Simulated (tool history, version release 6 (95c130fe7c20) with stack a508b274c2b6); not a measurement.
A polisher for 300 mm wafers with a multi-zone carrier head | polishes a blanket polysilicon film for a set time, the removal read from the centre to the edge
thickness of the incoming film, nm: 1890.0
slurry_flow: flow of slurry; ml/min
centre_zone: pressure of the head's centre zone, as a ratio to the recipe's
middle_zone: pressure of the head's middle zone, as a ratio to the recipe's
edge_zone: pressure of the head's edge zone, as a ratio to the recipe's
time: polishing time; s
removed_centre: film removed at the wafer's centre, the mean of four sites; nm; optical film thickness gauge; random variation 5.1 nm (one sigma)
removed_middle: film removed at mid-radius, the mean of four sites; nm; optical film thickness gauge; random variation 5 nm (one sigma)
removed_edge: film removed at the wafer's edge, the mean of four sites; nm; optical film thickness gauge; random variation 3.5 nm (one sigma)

run,hour,slurry_flow,centre_zone,middle_zone,edge_zone,time,removed_centre,removed_middle,removed_edge
1,0.0,160,1.00,1.00,1.00,82,676.67,692.37,686.30
2,5.3,145,1.00,1.00,1.00,82,667.39,690.20,678.18
3,6.5,145,1.00,1.00,0.94,82,670.43,678.61,659.45
4,14.0,145,1.00,1.04,0.94,82,678.71,702.49,659.63
5,17.7,140,0.96,1.04,0.92,74,571.92,627.28,592.01
6,26.0,170,0.96,1.04,0.92,74,588.77,650.50,600.05

Run 7 comes next. What will it give?
7,33.6,170,0.95,1.04,0.90,67,?,?,?

{"run 7": {"removed_centre": 544.32, "removed_middle": 588.85, "removed_edge": 535.34}}
